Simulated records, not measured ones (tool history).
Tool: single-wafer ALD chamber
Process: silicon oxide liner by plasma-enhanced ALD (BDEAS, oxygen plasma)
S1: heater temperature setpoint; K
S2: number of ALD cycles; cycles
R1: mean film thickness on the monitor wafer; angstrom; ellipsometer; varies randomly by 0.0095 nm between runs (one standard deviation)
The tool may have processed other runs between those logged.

Run 1, hour 0: S1 588.15 K, S2 39 cycles. Result: R1 34.518 angstrom.
Run 2, hour 9: S1 583.15 K, S2 39 cycles. Result: R1 34.912 angstrom.
Run 3, hour 12.5: S1 583.15 K, S2 34 cycles. Result: R1 30.466 angstrom.
Run 4, hour 13.1: S1 577.15 K, S2 34 cycles. Result: R1 30.611 angstrom.
Run 5, hour 18.9: S1 577.15 K, S2 37 cycles. Result: R1 33.151 angstrom.
Run 6, hour 26.9: S1 567.15 K, S2 37 cycles. Result: R1 33.924 angstrom.
Run 7, hour 29.7: S1 569.15 K, S2 34 cycles. Result: R1 30.963 angstrom.
Run 8, hour 30.5: S1 569.15 K, S2 32 cycles. Result: R1 29.296 angstrom.

Predict the results of run 9:
Run 9, hour 36.7: S1 569.15 K, S2 31 cycles. Result: R1 ?.

R1: 28.39 angstrom
